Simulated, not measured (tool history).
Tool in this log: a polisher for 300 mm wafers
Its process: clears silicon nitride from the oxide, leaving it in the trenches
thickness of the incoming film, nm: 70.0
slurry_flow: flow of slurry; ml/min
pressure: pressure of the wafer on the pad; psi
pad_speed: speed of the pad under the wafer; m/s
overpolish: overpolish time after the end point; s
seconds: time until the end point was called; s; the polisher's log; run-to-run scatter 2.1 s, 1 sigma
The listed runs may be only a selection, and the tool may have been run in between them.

{"run": 1, "hour": 0.0, "slurry_flow": 275, "pressure": 1.8, "pad_speed": 0.94, "overpolish": 42, "seconds": 110.77}
{"run": 2, "hour": 8.9, "slurry_flow": 275, "pressure": 1.6, "pad_speed": 0.92, "overpolish": 42, "seconds": 127.21}
{"run": 3, "hour": 11.7, "slurry_flow": 275, "pressure": 1.6, "pad_speed": 0.92, "overpolish": 42, "seconds": 128.28}
{"run": 4, "hour": 15.7, "slurry_flow": 275, "pressure": 1.4, "pad_speed": 0.92, "overpolish": 42, "seconds": 143.46}
{"run": 5, "hour": 21.1, "slurry_flow": 275, "pressure": 1.4, "pad_speed": 1.1, "overpolish": 42, "seconds": 122.11}
{"run": 6, "hour": 22.5, "slurry_flow": 275, "pressure": 1.4, "pad_speed": 1.2, "overpolish": 42, "seconds": 113.82}
{"run": 7, "hour": 23.1, "slurry_flow": 270, "pressure": 1.3, "pad_speed": 1.14, "overpolish": 42, "seconds": 127.22}

Run 8 is up next; what results do you expect?
{"run": 8, "hour": 26.4, "slurry_flow": 265, "pressure": 1.2, "pad_speed": 1.1, "overpolish": 42, "seconds": "?"}

{"run 8": {"seconds": 143.51}}

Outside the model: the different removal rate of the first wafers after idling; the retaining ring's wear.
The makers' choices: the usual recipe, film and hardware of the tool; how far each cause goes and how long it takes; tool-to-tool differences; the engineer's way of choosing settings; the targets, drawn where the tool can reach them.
